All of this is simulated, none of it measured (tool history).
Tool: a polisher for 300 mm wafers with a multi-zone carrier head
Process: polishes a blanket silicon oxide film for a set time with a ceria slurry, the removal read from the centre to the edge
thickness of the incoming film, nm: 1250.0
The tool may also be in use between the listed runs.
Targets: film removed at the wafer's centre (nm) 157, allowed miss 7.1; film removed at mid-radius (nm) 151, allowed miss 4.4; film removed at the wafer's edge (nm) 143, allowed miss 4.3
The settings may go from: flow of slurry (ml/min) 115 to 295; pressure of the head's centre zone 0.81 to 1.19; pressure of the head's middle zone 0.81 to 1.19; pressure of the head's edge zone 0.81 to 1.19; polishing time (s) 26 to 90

run	hour	flow of slurry (ml/min)	pressure of the head's centre zone	pressure of the head's middle zone	pressure of the head's edge zone	polishing time (s)	film removed at the wafer's centre (nm)	film removed at mid-radius (nm)	film removed at the wafer's edge (nm)
1	0	190	1	1	1	58	211.81	212.19	209.8
2	2.9	185	1	0.99	0.96	53	189.54	189.3	189.42
3	9.9	185	1.02	1	0.93	49	184.25	179.72	172.15
4	18.6	180	1.02	0.99	0.9	47	172.68	168.35	162.91
5	21.8	210	1.02	0.99	0.9	47	180.01	174.18	163.67
6	26.9	210	1.02	0.99	0.96	47	177.64	173.29	170.45
7	31.9	205	1.02	0.98	0.93	46	174.3	166.47	162.89
8	37	205	1.02	0.98	0.93	46	175.05	167.36	165.72

Which of these 4 next moves meets every target?
A	42.1	225	1.02	0.98	0.91	43	?	?	?
B	42.1	210	1.03	0.99	0.89	41	?	?	?
C	42.1	150	0.95	1	0.93	45	?	?	?
D	42.1	180	0.88	0.82	1.13	50	?	?	?

move	film removed at the wafer's centre (nm)	film removed at mid-radius (nm)	film removed at the wafer's edge (nm)
A	163.75	158.47	151.34
B	155.97	150.9	141.78
C	147.32	157.15	151.82
D	157.63	153.56	190.94
A: nearer than the last run, and not there yet
B: meets every target
C: nearer than the last run, and not there yet
D: further off than the last run
Answer: B
